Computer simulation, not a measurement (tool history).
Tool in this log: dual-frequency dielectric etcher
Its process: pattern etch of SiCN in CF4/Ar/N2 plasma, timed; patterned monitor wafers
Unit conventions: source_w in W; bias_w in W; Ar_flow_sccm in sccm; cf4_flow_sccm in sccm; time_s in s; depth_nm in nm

{"run": 1, "day": 0.0, "source_w": 470, "bias_w": 87, "Ar_flow_sccm": 96, "cf4_flow_sccm": 70, "time_s": 70.0, "depth_nm": 69.766}
{"run": 2, "day": 0.05, "source_w": 440, "bias_w": 87, "Ar_flow_sccm": 96, "cf4_flow_sccm": 70, "time_s": 70.0, "depth_nm": 65.604}
{"run": 3, "day": 0.225, "source_w": 420, "bias_w": 87, "Ar_flow_sccm": 96, "cf4_flow_sccm": 70, "time_s": 70.0, "depth_nm": 62.521}
{"run": 4, "day": 0.275, "source_w": 420, "bias_w": 87, "Ar_flow_sccm": 86, "cf4_flow_sccm": 70, "time_s": 70.0, "depth_nm": 62.927}
{"run": 5, "day": 0.375, "source_w": 420, "bias_w": 87, "Ar_flow_sccm": 72, "cf4_flow_sccm": 70, "time_s": 70.0, "depth_nm": 64.511}
{"run": 6, "day": 0.562, "source_w": 410, "bias_w": 87, "Ar_flow_sccm": 72, "cf4_flow_sccm": 70, "time_s": 70.0, "depth_nm": 61.844}

Predict the results of run 7:
{"run": 7, "day": 0.933, "source_w": 400, "bias_w": 87, "Ar_flow_sccm": 72, "cf4_flow_sccm": 70, "time_s": 70.0, "depth_nm": "?"}

depth_nm: 61.134 nm
